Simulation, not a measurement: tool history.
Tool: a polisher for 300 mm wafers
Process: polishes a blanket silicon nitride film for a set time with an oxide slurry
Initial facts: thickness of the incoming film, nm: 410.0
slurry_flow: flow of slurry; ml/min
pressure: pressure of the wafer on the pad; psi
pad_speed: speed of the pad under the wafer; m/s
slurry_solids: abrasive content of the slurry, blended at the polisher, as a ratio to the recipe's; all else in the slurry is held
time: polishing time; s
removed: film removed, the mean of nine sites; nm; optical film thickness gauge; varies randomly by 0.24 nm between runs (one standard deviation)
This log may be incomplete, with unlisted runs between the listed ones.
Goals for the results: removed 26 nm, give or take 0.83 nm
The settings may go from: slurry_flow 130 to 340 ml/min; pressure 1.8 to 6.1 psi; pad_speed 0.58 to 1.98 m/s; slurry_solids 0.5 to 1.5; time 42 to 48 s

| run | hour | slurry_flow | pressure | pad_speed | slurry_solids | time | removed |
|---|---|---|---|---|---|---|---|
| 1 | 0 | 220 | 3.9 | 1.28 | 1 | 48 | 35.23 |
| 2 | 8.1 | 220 | 3.7 | 1.28 | 1 | 48 | 33.805 |
| 3 | 13.8 | 220 | 3.5 | 1.28 | 1 | 48 | 32.133 |
| 4 | 19.2 | 220 | 3.3 | 1.28 | 1 | 48 | 30.606 |
| 5 | 27.9 | 220 | 4.1 | 1.28 | 1 | 48 | 37.323 |
| 6 | 35.4 | 220 | 3.8 | 1.28 | 1 | 48 | 33.956 |
| 7 | 38.8 | 220 | 3.6 | 1.28 | 1 | 48 | 32.448 |
| 8 | 39.8 | 220 | 3.4 | 1.28 | 1 | 48 | 31.079 |
| 9 | 44 | 220 | 3.3 | 1.28 | 1 | 48 | 30.029 |
| 10 | 52.6 | 220 | 3.2 | 1.28 | 1 | 48 | 28.866 |
| 11 | 60.6 | 220 | 3.1 | 1.28 | 1 | 48 | 28.466 |
| 12 | 64.9 | 220 | 3 | 1.28 | 1 | 48 | 27.716 |
| 13 | 69.7 | 210 | 2.7 | 1.28 | 1 | 48 | 24.208 |
| 14 | 76.3 | 215 | 2.7 | 1.28 | 1 | 48 | 24.678 |
| 15 | 84 | 220 | 2.7 | 1.28 | 1 | 48 | 24.689 |
| 16 | 84.8 | 225 | 2.7 | 1.28 | 1 | 48 | 24.94 |

Which single option among these 5 for the next run brings every result within its allowed miss of target? Just one does.
| A | 85.6 | 245 | 2.8 | 1.4 | 0.9 | 42 | ? |
| B | 85.6 | 230 | 2.9 | 1.26 | 1 | 44 | ? |
| C | 85.6 | 225 | 2.7 | 1.2 | 1.05 | 48 | ? |
| D | 85.6 | 270 | 3 | 1.14 | 1.05 | 43 | ? |
| E | 85.6 | 265 | 3 | 0.94 | 1.15 | 48 | ? |

| move | removed |
|---|---|
| A | 22.771 |
| B | 24.555 |
| C | 24.963 |
| D | 24.614 |
| E | 26.273 |
A: its largest miss is bigger than the last run's
B: its largest miss is bigger than the last run's
C: neither nearer nor further off than the last run
D: its largest miss is bigger than the last run's
E: each result inside its tolerance
The right move is E.

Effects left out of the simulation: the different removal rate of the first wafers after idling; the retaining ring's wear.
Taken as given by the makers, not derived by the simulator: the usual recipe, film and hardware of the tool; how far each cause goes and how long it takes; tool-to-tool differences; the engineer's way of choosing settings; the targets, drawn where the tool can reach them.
